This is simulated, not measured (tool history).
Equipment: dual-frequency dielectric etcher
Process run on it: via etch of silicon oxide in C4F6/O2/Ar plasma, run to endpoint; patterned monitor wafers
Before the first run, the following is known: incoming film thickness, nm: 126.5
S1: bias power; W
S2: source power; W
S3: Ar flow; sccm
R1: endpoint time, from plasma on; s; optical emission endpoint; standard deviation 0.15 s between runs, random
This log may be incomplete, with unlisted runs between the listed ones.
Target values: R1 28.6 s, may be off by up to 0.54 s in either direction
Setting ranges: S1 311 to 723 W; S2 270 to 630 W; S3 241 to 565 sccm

run,hour,S1,S2,S3,R1
1,0,517,450,403,25.878
2,1,517,510,403,24.637
3,3,469,500,404,25.792
4,9.6,469,570,404,24.552
5,18,429,550,408,25.515
6,21.8,429,550,356,25.211
7,23.4,399,530,361,26.13
8,28,377,520,364,26.771
9,35,361,510,366,27.341
10,44,349,510,367,27.41
11,52,311,480,374,29.266
12,54.6,311,480,374,29.282

Consider the 5 candidate settings below. Which is the only one whose results all fall within their allowed miss of target?
A,57.2,328,400,393,?
B,57.2,325,470,416,?
C,57.2,311,470,432,?
D,57.2,318,370,341,?
E,57.2,311,470,314,?

move,R1
A,30.734
B,29.612
C,30.195
D,30.988
E,28.567
A: the biggest miss grows against the last run
B: the biggest miss grows against the last run
C: the biggest miss grows against the last run
D: the biggest miss grows against the last run
E: all results in spec
The move that meets every target is E.
